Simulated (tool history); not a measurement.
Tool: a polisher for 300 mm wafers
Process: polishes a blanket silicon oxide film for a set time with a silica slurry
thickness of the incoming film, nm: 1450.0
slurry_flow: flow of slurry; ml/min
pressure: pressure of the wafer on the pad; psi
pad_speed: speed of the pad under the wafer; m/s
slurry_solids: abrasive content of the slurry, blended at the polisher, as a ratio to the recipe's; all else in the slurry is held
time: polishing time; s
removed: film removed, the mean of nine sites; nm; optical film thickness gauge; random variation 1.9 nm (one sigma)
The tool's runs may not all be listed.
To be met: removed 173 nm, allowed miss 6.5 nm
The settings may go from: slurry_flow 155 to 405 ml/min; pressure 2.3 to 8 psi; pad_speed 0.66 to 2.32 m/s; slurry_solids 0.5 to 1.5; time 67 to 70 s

{"run": 1, "hour": 0.0, "slurry_flow": 260, "pressure": 5.1, "pad_speed": 1.48, "slurry_solids": 1, "time": 67, "removed": 399.42}
{"run": 2, "hour": 3.7, "slurry_flow": 260, "pressure": 5.1, "pad_speed": 1.34, "slurry_solids": 1, "time": 67, "removed": 364.78}
{"run": 3, "hour": 6.0, "slurry_flow": 200, "pressure": 5.1, "pad_speed": 1.34, "slurry_solids": 1, "time": 67, "removed": 352.03}
{"run": 4, "hour": 6.8, "slurry_flow": 200, "pressure": 5.1, "pad_speed": 1.34, "slurry_solids": 1.1, "time": 67, "removed": 361.6}
{"run": 5, "hour": 13.5, "slurry_flow": 200, "pressure": 5.9, "pad_speed": 1.34, "slurry_solids": 1.1, "time": 67, "removed": 416.11}
{"run": 6, "hour": 19.8, "slurry_flow": 200, "pressure": 5, "pad_speed": 1.34, "slurry_solids": 1.1, "time": 67, "removed": 362.38}
{"run": 7, "hour": 28.4, "slurry_flow": 200, "pressure": 4.5, "pad_speed": 1.24, "slurry_solids": 1.1, "time": 67, "removed": 299}
{"run": 8, "hour": 34.4, "slurry_flow": 200, "pressure": 4.1, "pad_speed": 1.22, "slurry_solids": 1.1, "time": 67, "removed": 277.12}
{"run": 9, "hour": 37.5, "slurry_flow": 200, "pressure": 3.8, "pad_speed": 1.18, "slurry_solids": 1.1, "time": 67, "removed": 257.17}
{"run": 10, "hour": 38.5, "slurry_flow": 200, "pressure": 3.5, "pad_speed": 1.14, "slurry_solids": 1.1, "time": 67, "removed": 226.09}
{"run": 11, "hour": 44.7, "slurry_flow": 200, "pressure": 3.3, "pad_speed": 1.14, "slurry_solids": 1.1, "time": 67, "removed": 215.24}
{"run": 12, "hour": 46.6, "slurry_flow": 200, "pressure": 3.1, "pad_speed": 1.14, "slurry_solids": 1.1, "time": 67, "removed": 202.92}
{"run": 13, "hour": 47.9, "slurry_flow": 200, "pressure": 3, "pad_speed": 1.14, "slurry_solids": 1.1, "time": 67, "removed": 194.09}
{"run": 14, "hour": 53.4, "slurry_flow": 200, "pressure": 2.9, "pad_speed": 1.14, "slurry_solids": 1.1, "time": 67, "removed": 194.18}
{"run": 15, "hour": 61.7, "slurry_flow": 200, "pressure": 2.8, "pad_speed": 1.14, "slurry_solids": 1.1, "time": 67, "removed": 188.34}

Which of these 4 next moves meets every target?
{"run": "A", "hour": 70.0, "slurry_flow": 155, "pressure": 2.9, "pad_speed": 0.92, "slurry_solids": 1.45, "time": 68, "removed": "?"}
{"run": "B", "hour": 70.0, "slurry_flow": 225, "pressure": 3, "pad_speed": 1.02, "slurry_solids": 1.25, "time": 68, "removed": "?"}
{"run": "C", "hour": 70.0, "slurry_flow": 200, "pressure": 3, "pad_speed": 1.16, "slurry_solids": 1.25, "time": 70, "removed": "?"}
{"run": "D", "hour": 70.0, "slurry_flow": 180, "pressure": 3.1, "pad_speed": 1.06, "slurry_solids": 1.15, "time": 68, "removed": "?"}

move=A removed=173.41
move=B removed=196.04
move=C removed=219.94
move=D removed=195
A: meets every target
B: further off than the last run
C: further off than the last run
D: further off than the last run
Answer: A
